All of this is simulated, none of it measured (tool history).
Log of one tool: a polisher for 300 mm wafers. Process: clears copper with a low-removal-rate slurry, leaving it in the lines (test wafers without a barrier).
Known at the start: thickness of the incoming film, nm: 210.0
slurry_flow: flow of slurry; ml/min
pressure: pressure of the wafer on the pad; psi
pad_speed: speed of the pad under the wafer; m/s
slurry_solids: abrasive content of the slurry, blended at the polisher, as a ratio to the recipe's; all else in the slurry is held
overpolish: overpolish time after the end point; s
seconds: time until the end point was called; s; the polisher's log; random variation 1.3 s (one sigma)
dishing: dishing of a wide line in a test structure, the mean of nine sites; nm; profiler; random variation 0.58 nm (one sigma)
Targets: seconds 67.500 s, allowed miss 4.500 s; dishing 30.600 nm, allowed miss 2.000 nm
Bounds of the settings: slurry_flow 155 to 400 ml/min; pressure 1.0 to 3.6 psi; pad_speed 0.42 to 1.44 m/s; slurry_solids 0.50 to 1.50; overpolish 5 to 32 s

{"run": 1, "hour": 0.0, "slurry_flow": 255, "pressure": 2.3, "pad_speed": 0.92, "slurry_solids": 1.0, "overpolish": 16, "seconds": 100.38, "dishing": 18.962}
{"run": 2, "hour": 3.0, "slurry_flow": 255, "pressure": 2.5, "pad_speed": 0.92, "slurry_solids": 1.0, "overpolish": 17, "seconds": 91.592, "dishing": 20.679}
{"run": 3, "hour": 8.1, "slurry_flow": 255, "pressure": 2.1, "pad_speed": 0.92, "slurry_solids": 1.0, "overpolish": 17, "seconds": 111.58, "dishing": 18.18}
{"run": 4, "hour": 12.4, "slurry_flow": 255, "pressure": 2.4, "pad_speed": 0.94, "slurry_solids": 1.0, "overpolish": 18, "seconds": 92.873, "dishing": 21.279}
{"run": 5, "hour": 13.5, "slurry_flow": 255, "pressure": 2.6, "pad_speed": 0.94, "slurry_solids": 1.0, "overpolish": 19, "seconds": 84.97, "dishing": 22.329}
{"run": 6, "hour": 16.7, "slurry_flow": 255, "pressure": 2.6, "pad_speed": 0.94, "slurry_solids": 1.0, "overpolish": 22, "seconds": 85.164, "dishing": 24.976}
{"run": 7, "hour": 22.7, "slurry_flow": 255, "pressure": 2.7, "pad_speed": 0.94, "slurry_solids": 1.0, "overpolish": 23, "seconds": 79.981, "dishing": 27.087}
{"run": 8, "hour": 26.1, "slurry_flow": 255, "pressure": 2.8, "pad_speed": 0.94, "slurry_solids": 1.0, "overpolish": 23, "seconds": 80.349, "dishing": 26.02}
{"run": 9, "hour": 29.7, "slurry_flow": 255, "pressure": 2.9, "pad_speed": 0.96, "slurry_solids": 1.0, "overpolish": 24, "seconds": 77.976, "dishing": 28.083}
{"run": 10, "hour": 30.6, "slurry_flow": 255, "pressure": 3.0, "pad_speed": 0.96, "slurry_solids": 1.0, "overpolish": 24, "seconds": 72.057, "dishing": 28.454}

Which of these 4 next moves meets every target?
{"run": "A", "hour": 31.5, "slurry_flow": 245, "pressure": 2.9, "pad_speed": 0.98, "slurry_solids": 1.0, "overpolish": 29, "seconds": "?", "dishing": "?"}
{"run": "B", "hour": 31.5, "slurry_flow": 315, "pressure": 3.2, "pad_speed": 0.84, "slurry_solids": 0.85, "overpolish": 31, "seconds": "?", "dishing": "?"}
{"run": "C", "hour": 31.5, "slurry_flow": 270, "pressure": 2.9, "pad_speed": 0.9, "slurry_solids": 0.95, "overpolish": 31, "seconds": "?", "dishing": "?"}
{"run": "D", "hour": 31.5, "slurry_flow": 255, "pressure": 3.0, "pad_speed": 1.04, "slurry_solids": 1.15, "overpolish": 27, "seconds": "?", "dishing": "?"}

move=A seconds=76.342 dishing=29.454
move=B seconds=81.550 dishing=29.728
move=C seconds=83.022 dishing=29.271
move=D seconds=67.073 dishing=30.150
A: brings the result that was furthest off to its target, and leaves another outside
B: brings the result that was furthest off to its target, and leaves another outside
C: brings the result that was furthest off to its target, and leaves another outside
D: meets every target
The right move is D.
